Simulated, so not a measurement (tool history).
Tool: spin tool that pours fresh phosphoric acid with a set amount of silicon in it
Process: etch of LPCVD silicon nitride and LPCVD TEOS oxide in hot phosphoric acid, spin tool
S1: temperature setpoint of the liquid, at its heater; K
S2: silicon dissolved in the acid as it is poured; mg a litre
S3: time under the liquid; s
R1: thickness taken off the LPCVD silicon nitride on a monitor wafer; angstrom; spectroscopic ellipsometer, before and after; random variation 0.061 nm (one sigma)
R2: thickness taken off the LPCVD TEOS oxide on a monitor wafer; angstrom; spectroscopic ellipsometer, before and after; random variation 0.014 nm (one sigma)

run 1 hour=0 | S1=434.15 S2=12.5 S3=180 | R1=186.6 R2=9.6424
run 2 hour=5 | S1=433.15 S2=15 S3=175 | R1=175.67 R2=8.4994
run 3 hour=13.2 | S1=432.65 S2=17.5 S3=170 | R1=167.34 R2=7.2916
run 4 hour=18.9 | S1=432.65 S2=21.5 S3=170 | R1=167.07 R2=6.6518
run 5 hour=22.3 | S1=433.65 S2=21.5 S3=170 | R1=173.93 R2=7.0334
run 6 hour=25.4 | S1=433.65 S2=24.5 S3=170 | R1=172.74 R2=6.171
run 7 hour=30.7 | S1=433.15 S2=25 S3=165 | R1=165.71 R2=5.6237
run 8 hour=32.9 | S1=430.65 S2=21.5 S3=130 | R1=119.97 R2=4.1274
run 9 hour=38.5 | S1=430.65 S2=22.5 S3=130 | R1=119.13 R2=4.5055
run 10 hour=47.1 | S1=430.65 S2=22.5 S3=130 | R1=119.87 R2=4.111
run 11 hour=51.5 | S1=430.65 S2=23.5 S3=130 | R1=118.67 R2=4.0319
run 12 hour=56.8 | S1=430.65 S2=23.5 S3=130 | R1=119.63 R2=4.0465

Run 13 comes next. What will it give?
run 13 hour=63.2 | S1=430.65 S2=24 S3=130 | R1=? R2=?

Run 13 gave R1 119.24 angstrom, R2 4.1498 angstrom.

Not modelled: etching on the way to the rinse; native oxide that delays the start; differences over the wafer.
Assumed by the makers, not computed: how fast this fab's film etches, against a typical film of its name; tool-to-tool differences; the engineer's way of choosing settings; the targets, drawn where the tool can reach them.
